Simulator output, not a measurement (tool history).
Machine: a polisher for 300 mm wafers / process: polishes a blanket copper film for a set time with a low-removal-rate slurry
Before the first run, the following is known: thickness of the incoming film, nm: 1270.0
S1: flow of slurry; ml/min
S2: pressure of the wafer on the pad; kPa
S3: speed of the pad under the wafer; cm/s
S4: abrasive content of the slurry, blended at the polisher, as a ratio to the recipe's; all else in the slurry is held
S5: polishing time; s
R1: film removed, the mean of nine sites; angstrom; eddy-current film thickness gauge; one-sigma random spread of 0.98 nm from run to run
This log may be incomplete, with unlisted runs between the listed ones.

| run | hour | S1 | S2 | S3 | S4 | S5 | R1 |
|---|---|---|---|---|---|---|---|
| 1 | 0 | 250 | 12.4 | 98 | 1 | 27 | 463.76 |
| 2 | 2.9 | 250 | 12.4 | 90 | 1 | 27 | 419.89 |
| 3 | 9.2 | 250 | 11 | 90 | 1 | 27 | 377.51 |
| 4 | 17.2 | 250 | 12.4 | 92 | 1 | 27 | 436.63 |
| 5 | 23.5 | 250 | 13.8 | 92 | 1 | 27 | 482.53 |
| 6 | 24.3 | 250 | 14.5 | 92 | 1 | 27 | 512.94 |

Run 7 is up next; what results do you expect?
| 7 | 26.5 | 250 | 14.5 | 92 | 1 | 27 | ? |

{"run 7": {"R1": 500.38}}
